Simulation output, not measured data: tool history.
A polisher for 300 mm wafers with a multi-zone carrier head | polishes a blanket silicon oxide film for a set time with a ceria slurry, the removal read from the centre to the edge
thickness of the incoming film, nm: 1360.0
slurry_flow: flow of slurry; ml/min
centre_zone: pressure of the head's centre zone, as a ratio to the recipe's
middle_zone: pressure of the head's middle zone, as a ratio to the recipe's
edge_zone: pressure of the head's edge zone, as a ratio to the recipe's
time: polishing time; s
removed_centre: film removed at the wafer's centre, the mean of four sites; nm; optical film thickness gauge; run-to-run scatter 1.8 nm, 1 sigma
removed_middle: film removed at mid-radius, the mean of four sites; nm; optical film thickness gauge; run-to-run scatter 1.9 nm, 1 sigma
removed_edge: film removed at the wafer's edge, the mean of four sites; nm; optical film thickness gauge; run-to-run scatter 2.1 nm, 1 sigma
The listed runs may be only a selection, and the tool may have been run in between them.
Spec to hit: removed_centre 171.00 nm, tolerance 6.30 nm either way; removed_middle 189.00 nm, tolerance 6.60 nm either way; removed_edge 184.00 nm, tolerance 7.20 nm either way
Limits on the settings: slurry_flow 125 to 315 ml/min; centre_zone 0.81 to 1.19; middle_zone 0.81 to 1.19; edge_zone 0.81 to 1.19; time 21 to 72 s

| run | day | slurry_flow | centre_zone | middle_zone | edge_zone | time | removed_centre | removed_middle | removed_edge |
|---|---|---|---|---|---|---|---|---|---|
| 1 | 0.000 | 205 | 1.00 | 1.00 | 1.00 | 46 | 250.71 | 240.71 | 237.04 |
| 2 | 0.371 | 205 | 1.07 | 1.00 | 1.00 | 46 | 264.18 | 239.62 | 234.52 |
| 3 | 0.683 | 205 | 1.07 | 1.00 | 1.00 | 55 | 311.39 | 288.37 | 284.23 |
| 4 | 0.729 | 200 | 1.04 | 1.00 | 1.00 | 53 | 293.60 | 270.59 | 269.79 |
| 5 | 1.096 | 200 | 1.11 | 1.00 | 1.00 | 53 | 317.18 | 276.62 | 273.15 |
| 6 | 1.121 | 200 | 1.08 | 1.00 | 0.99 | 51 | 297.50 | 265.01 | 261.78 |
| 7 | 1.333 | 200 | 1.06 | 1.00 | 1.00 | 49 | 279.69 | 256.39 | 249.01 |
| 8 | 1.504 | 200 | 1.04 | 1.00 | 1.00 | 47 | 258.37 | 243.57 | 237.22 |
| 9 | 1.633 | 195 | 1.02 | 1.00 | 1.00 | 46 | 255.26 | 237.53 | 237.14 |
| 10 | 1.992 | 200 | 1.00 | 1.00 | 1.00 | 45 | 239.96 | 237.93 | 229.46 |
| 11 | 2.108 | 200 | 0.98 | 0.99 | 0.99 | 44 | 228.49 | 225.60 | 218.41 |
| 12 | 2.396 | 200 | 0.96 | 0.98 | 0.98 | 44 | 228.53 | 226.80 | 215.84 |
| 13 | 2.742 | 195 | 0.94 | 0.98 | 0.98 | 43 | 220.95 | 220.10 | 219.26 |
| 14 | 3.033 | 195 | 0.93 | 0.98 | 0.98 | 42 | 209.53 | 218.29 | 211.30 |
| 15 | 3.121 | 165 | 0.83 | 0.88 | 0.88 | 39 | 166.42 | 179.31 | 186.15 |

Exactly one of the 4 candidate moves below puts every result within its allowed miss. Which one?
| A | 3.208 | 140 | 0.81 | 0.89 | 0.92 | 41 | ? | ? | ? |
| B | 3.208 | 140 | 0.81 | 0.88 | 0.89 | 42 | ? | ? | ? |
| C | 3.208 | 170 | 0.83 | 0.94 | 0.87 | 39 | ? | ? | ? |
| D | 3.208 | 155 | 0.81 | 1.04 | 0.93 | 38 | ? | ? | ? |

| move | removed_centre | removed_middle | removed_edge |
|---|---|---|---|
| A | 170.40 | 190.68 | 194.41 |
| B | 174.54 | 193.52 | 196.86 |
| C | 170.59 | 194.26 | 184.31 |
| D | 160.32 | 203.90 | 182.15 |
A: the furthest-off result lands on target, but another misses its tolerance
B: the furthest-off result lands on target, but another misses its tolerance
C: every result within its allowed miss
D: the result that was furthest off in the last run now lies on the other side of its target
The right move is C.

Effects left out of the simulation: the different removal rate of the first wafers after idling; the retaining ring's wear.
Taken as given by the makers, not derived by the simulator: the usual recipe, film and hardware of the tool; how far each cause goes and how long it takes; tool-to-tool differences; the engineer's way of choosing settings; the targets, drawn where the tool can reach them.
